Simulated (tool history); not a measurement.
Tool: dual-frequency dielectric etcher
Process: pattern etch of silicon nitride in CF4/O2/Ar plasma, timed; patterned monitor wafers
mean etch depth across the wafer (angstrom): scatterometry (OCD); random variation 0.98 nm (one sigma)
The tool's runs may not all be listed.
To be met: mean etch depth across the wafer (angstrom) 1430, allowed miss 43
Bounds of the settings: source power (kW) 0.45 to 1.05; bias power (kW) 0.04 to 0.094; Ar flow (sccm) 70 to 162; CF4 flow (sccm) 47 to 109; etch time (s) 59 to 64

| run | hour | source power (kW) | bias power (kW) | Ar flow (sccm) | CF4 flow (sccm) | etch time (s) | mean etch depth across the wafer (angstrom) |
|---|---|---|---|---|---|---|---|
| 1 | 0 | 0.75 | 0.067 | 116 | 78 | 64 | 1761.4 |
| 2 | 5 | 0.73 | 0.067 | 116 | 78 | 64 | 1715.6 |
| 3 | 12 | 0.73 | 0.067 | 116 | 73 | 64 | 1688.8 |
| 4 | 20.8 | 0.73 | 0.067 | 116 | 61 | 64 | 1640.2 |
| 5 | 25.4 | 0.72 | 0.067 | 116 | 61 | 64 | 1641 |
| 6 | 31.5 | 0.71 | 0.067 | 116 | 61 | 64 | 1612.1 |
| 7 | 36.6 | 0.7 | 0.067 | 116 | 61 | 64 | 1598.5 |
| 8 | 40.9 | 0.69 | 0.067 | 116 | 61 | 64 | 1573.7 |
| 9 | 42.7 | 0.68 | 0.067 | 116 | 61 | 64 | 1556.7 |
| 10 | 50.3 | 0.67 | 0.067 | 116 | 61 | 64 | 1535.3 |

Which of these 4 next moves meets every target?
| A | 57.9 | 0.7 | 0.058 | 97 | 59 | 59 | ? |
| B | 57.9 | 0.82 | 0.058 | 132 | 64 | 60.5 | ? |
| C | 57.9 | 0.69 | 0.066 | 101 | 64 | 64 | ? |
| D | 57.9 | 0.7 | 0.077 | 129 | 57 | 64 | ? |

| move | mean etch depth across the wafer (angstrom) |
|---|---|
| A | 1433.7 |
| B | 1631.4 |
| C | 1615.7 |
| D | 1637.6 |
A: meets every target
B: further off than the last run
C: further off than the last run
D: further off than the last run
The right move is A.
